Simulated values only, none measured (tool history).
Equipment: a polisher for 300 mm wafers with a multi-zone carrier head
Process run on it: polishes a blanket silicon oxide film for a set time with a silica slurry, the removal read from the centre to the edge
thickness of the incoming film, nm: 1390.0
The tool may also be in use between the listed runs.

| run | hour | flow of slurry (ml/min) | pressure of the head's centre zone | pressure of the head's middle zone | pressure of the head's edge zone | abrasive content of the slurry | polishing time (s) | film removed at the wafer's centre (nm) | film removed at mid-radius (nm) | film removed at the wafer's edge (nm) |
|---|---|---|---|---|---|---|---|---|---|---|
| 1 | 0 | 150 | 1 | 1 | 1 | 1 | 43 | 138.3 | 135.04 | 135.18 |
| 2 | 6 | 140 | 0.99 | 0.96 | 0.97 | 0.85 | 42 | 117.4 | 116.52 | 117.21 |
| 3 | 10.7 | 140 | 0.99 | 0.96 | 0.97 | 0.85 | 33 | 93.765 | 89.801 | 92.91 |
| 4 | 11.9 | 135 | 0.99 | 0.95 | 0.97 | 0.85 | 33 | 92.274 | 87.992 | 92.571 |
| 5 | 16.7 | 135 | 0.99 | 0.95 | 0.97 | 0.85 | 39 | 109.71 | 104.2 | 107.91 |
| 6 | 20.4 | 120 | 0.99 | 0.95 | 0.97 | 0.85 | 39 | 105.64 | 99.435 | 106.85 |
| 7 | 25.5 | 115 | 0.98 | 0.92 | 0.94 | 0.8 | 39 | 98.864 | 93.685 | 100.56 |

Expected results for the next run?
| 8 | 30.9 | 110 | 0.98 | 0.9 | 0.92 | 0.8 | 39 | ? | ? | ? |

film removed at the wafer's centre (nm): 95.913
film removed at mid-radius (nm): 92.302
film removed at the wafer's edge (nm): 98.739

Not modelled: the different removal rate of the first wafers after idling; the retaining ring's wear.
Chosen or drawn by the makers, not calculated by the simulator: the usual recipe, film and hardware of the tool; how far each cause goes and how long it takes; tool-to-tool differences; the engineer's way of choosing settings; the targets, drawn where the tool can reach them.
